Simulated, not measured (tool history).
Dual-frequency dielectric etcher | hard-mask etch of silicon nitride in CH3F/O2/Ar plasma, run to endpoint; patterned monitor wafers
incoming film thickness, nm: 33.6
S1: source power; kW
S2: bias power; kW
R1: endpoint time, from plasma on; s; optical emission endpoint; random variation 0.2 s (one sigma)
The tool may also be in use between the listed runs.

run	hour	S1	S2	R1
1	0	0.29	0.078	56.062
2	4.5	0.29	0.088	54.629
3	7.5	0.29	0.077	56.952
4	16.2	0.32	0.077	55.183
5	17.5	0.33	0.079	53.846
6	18.5	0.34	0.08	53.078
7	24.8	0.35	0.081	52.795
8	28.6	0.36	0.082	51.758
9	32.3	0.36	0.083	51.535
10	35.4	0.38	0.085	50.751

Run 11 has not been measured yet. What should we expect?
11	39.4	0.38	0.086	?

Run 11 came out at R1 50.038 s.
